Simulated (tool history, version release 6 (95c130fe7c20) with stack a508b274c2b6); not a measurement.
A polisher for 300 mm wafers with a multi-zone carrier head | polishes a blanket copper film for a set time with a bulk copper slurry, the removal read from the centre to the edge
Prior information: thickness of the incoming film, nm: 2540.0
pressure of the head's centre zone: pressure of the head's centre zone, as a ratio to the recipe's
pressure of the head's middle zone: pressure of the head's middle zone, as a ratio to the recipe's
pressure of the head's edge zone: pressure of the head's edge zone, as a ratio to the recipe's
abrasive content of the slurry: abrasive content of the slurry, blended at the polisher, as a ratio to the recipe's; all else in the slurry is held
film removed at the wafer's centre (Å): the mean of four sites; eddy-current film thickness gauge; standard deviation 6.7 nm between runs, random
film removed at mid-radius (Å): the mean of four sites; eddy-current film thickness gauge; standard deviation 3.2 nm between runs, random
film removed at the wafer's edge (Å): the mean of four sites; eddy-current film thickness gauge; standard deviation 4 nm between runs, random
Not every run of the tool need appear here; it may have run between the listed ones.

| run | hour | flow of slurry (ml/min) | pressure of the head's centre zone | pressure of the head's middle zone | pressure of the head's edge zone | abrasive content of the slurry | polishing time (s) | film removed at the wafer's centre (Å) | film removed at mid-radius (Å) | film removed at the wafer's edge (Å) |
|---|---|---|---|---|---|---|---|---|---|---|
| 1 | 0.0 | 145 | 1.00 | 1.00 | 1.00 | 1.00 | 75 | 6245.3 | 5946.8 | 6026.4 |
| 2 | 1.4 | 145 | 0.96 | 1.00 | 1.00 | 1.00 | 75 | 5969.2 | 5965.9 | 6006.7 |
| 3 | 2.6 | 145 | 0.96 | 1.00 | 1.00 | 1.00 | 92 | 7210.2 | 7363.7 | 7405.1 |
| 4 | 5.6 | 145 | 0.91 | 1.00 | 1.00 | 1.00 | 92 | 6911.7 | 7348.2 | 7381.7 |
| 5 | 6.7 | 145 | 0.84 | 1.00 | 1.00 | 1.00 | 92 | 6358.9 | 7292.8 | 7462.1 |
| 6 | 14.7 | 140 | 0.86 | 0.97 | 0.99 | 0.95 | 88 | 6145.7 | 6732.0 | 6938.0 |
| 7 | 22.7 | 135 | 0.88 | 0.94 | 1.00 | 0.90 | 84 | 5871.7 | 6140.0 | 6643.1 |
| 8 | 27.1 | 130 | 0.90 | 0.92 | 0.99 | 0.85 | 81 | 5811.6 | 5824.4 | 6224.6 |
| 9 | 28.7 | 125 | 0.91 | 0.90 | 1.00 | 0.80 | 78 | 5345.0 | 5361.5 | 5865.1 |

What will run 10 give?
| 10 | 33.3 | 120 | 0.94 | 0.89 | 1.01 | 0.75 | 76 | ? | ? | ? |

film removed at the wafer's centre (Å): 5410.8
film removed at mid-radius (Å): 5082.7
film removed at the wafer's edge (Å): 5770.7
